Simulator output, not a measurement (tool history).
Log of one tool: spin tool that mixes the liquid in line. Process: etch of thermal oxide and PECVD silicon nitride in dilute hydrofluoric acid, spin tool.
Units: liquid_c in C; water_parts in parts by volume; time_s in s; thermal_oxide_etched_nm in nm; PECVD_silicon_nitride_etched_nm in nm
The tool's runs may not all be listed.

run  hour  liquid_c  water_parts  time_s  thermal_oxide_etched_nm  PECVD_silicon_nitride_etched_nm
  1   0.0      25.0           55      60                   5.2008                           5.0977
  2   7.8      25.5           50      60                   5.8349                           5.7946
  3   9.3      29.0           50      60                   6.7024                           7.2237
  4  12.9      29.0           45      60                   7.5194                           8.1272
  5  20.7      29.0           45      75                   9.4271                          10.1500
  6  27.2      29.0           40      75                  10.7830                          11.3390
  7  34.3      32.0           25      75                  19.5720                          21.6950
  8  38.6      31.0           25      75                  18.7760                          20.4960
  9  40.7      30.5           25      75                  18.2990                          19.6050

The next listed run, before its measurement:
 10  41.5      30.5           30      75                        ?                                ?

thermal_oxide_etched_nm: 15.3540 nm
PECVD_silicon_nitride_etched_nm: 16.7680 nm

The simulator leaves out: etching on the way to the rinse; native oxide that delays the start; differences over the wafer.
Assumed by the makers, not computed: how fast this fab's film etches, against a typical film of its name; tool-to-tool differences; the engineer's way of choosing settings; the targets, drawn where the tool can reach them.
